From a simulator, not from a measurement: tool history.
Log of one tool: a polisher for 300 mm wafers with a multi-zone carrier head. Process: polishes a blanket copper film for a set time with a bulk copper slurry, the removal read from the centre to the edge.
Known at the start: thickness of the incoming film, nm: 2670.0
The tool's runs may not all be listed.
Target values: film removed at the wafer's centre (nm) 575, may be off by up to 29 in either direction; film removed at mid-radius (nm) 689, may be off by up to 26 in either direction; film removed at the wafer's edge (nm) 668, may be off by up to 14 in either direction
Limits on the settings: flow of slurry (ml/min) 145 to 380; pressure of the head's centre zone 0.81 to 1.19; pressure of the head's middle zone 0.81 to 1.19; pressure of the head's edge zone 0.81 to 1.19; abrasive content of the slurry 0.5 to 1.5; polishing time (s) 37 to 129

run,hour,flow of slurry (ml/min),pressure of the head's centre zone,pressure of the head's middle zone,pressure of the head's edge zone,abrasive content of the slurry,polishing time (s),film removed at the wafer's centre (nm),film removed at mid-radius (nm),film removed at the wafer's edge (nm)
1,0,245,1,1,1,1,83,808.31,840.7,827.41
2,2.1,235,0.95,0.98,0.96,0.85,82,730.69,783.84,783.08
3,10.1,225,0.92,0.98,0.93,0.75,81,688.18,746.35,726.97
4,10.9,215,0.88,0.98,0.93,0.7,81,634.91,731.89,723.05
5,18.7,215,0.85,0.98,0.93,0.7,81,603.75,729.36,725.53
6,24.7,215,0.85,0.98,1.01,0.7,81,637.07,740.89,743.37
7,31.7,210,0.85,0.98,0.97,0.65,81,607.42,721.81,726.17
8,33.5,205,0.86,0.98,0.93,0.6,81,591.79,722.65,698.8
9,41.7,200,0.87,0.97,0.91,0.6,81,609.14,703.98,689.09

Next run, 5 choices. One meets every target within its allowed miss, the rest don't. Which?
A,49.9,165,0.82,0.9,0.95,0.65,83,?,?,?
B,49.9,250,0.84,1.06,0.88,0.6,78,?,?,?
C,49.9,170,0.93,0.96,0.9,0.6,83,?,?,?
D,49.9,280,0.82,0.95,0.88,0.9,72,?,?,?
E,49.9,195,0.95,0.9,0.91,0.65,81,?,?,?

move,film removed at the wafer's centre (nm),film removed at mid-radius (nm),film removed at the wafer's edge (nm)
A,576.45,665.23,724.21
B,574.82,738.22,667.09
C,647.66,693.75,697.09
D,565.45,678.1,671.41
E,666.33,660.95,702.28
A: its largest miss is bigger than the last run's
B: brings the last run's worst result on target, with another outside its allowed miss
C: its largest miss is bigger than the last run's
D: in spec on every target
E: its largest miss is bigger than the last run's
Answer: D

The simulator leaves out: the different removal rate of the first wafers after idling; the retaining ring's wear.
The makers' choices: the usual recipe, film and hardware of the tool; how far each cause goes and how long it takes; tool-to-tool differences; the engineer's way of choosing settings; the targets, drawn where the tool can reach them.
